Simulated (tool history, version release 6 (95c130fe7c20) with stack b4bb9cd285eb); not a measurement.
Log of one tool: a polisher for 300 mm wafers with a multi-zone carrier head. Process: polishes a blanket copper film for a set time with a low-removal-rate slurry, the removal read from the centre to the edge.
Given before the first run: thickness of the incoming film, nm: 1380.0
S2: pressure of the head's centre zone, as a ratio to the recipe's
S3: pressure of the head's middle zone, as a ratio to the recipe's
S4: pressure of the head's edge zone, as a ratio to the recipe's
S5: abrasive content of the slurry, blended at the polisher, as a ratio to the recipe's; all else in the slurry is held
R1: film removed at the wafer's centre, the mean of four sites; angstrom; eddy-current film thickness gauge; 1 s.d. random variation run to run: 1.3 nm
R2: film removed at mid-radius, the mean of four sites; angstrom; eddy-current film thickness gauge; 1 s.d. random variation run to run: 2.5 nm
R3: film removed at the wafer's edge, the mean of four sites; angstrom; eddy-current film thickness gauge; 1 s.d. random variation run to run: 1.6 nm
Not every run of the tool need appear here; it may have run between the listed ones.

Run 1, hour 0.0: flow of slurry (ml/min) 170, S2 1.00, S3 1.00, S4 1.00, S5 1.0, polishing time (s) 75. Result: R1 1708.5 angstrom, R2 1716.7 angstrom, R3 1676.5 angstrom.
Run 2, hour 5.8: flow of slurry (ml/min) 170, S2 1.07, S3 1.00, S4 1.00, S5 1.0, polishing time (s) 75. Result: R1 1792.9 angstrom, R2 1657.2 angstrom, R3 1681.5 angstrom.
Run 3, hour 8.0: flow of slurry (ml/min) 170, S2 1.07, S3 1.05, S4 1.00, S5 1.0, polishing time (s) 75. Result: R1 1806.6 angstrom, R2 1734.5 angstrom, R3 1693.0 angstrom.
Run 4, hour 16.7: flow of slurry (ml/min) 170, S2 1.07, S3 1.11, S4 1.00, S5 1.0, polishing time (s) 75. Result: R1 1808.2 angstrom, R2 1819.5 angstrom, R3 1700.2 angstrom.
Run 5, hour 20.5: flow of slurry (ml/min) 170, S2 1.07, S3 1.11, S4 0.97, S5 1.0, polishing time (s) 75. Result: R1 1814.5 angstrom, R2 1808.2 angstrom, R3 1675.5 angstrom.
Run 6, hour 28.3: flow of slurry (ml/min) 170, S2 1.07, S3 1.11, S4 0.97, S5 1.0, polishing time (s) 89. Result: R1 2117.5 angstrom, R2 2151.6 angstrom, R3 1969.1 angstrom.
Run 7, hour 37.1: flow of slurry (ml/min) 160, S2 1.06, S3 1.07, S4 1.02, S5 1.0, polishing time (s) 89. Result: R1 2119.1 angstrom, R2 2101.9 angstrom, R3 2008.0 angstrom.

Predict the results of run 8:
Run 8, hour 44.1: flow of slurry (ml/min) 150, S2 1.04, S3 1.02, S4 1.06, S5 1.0, polishing time (s) 89. Result: R1 ?, R2 ?, R3 ?.

{"run 8": {"R1": 2026.2, "R2": 1975.1, "R3": 2015.9}}

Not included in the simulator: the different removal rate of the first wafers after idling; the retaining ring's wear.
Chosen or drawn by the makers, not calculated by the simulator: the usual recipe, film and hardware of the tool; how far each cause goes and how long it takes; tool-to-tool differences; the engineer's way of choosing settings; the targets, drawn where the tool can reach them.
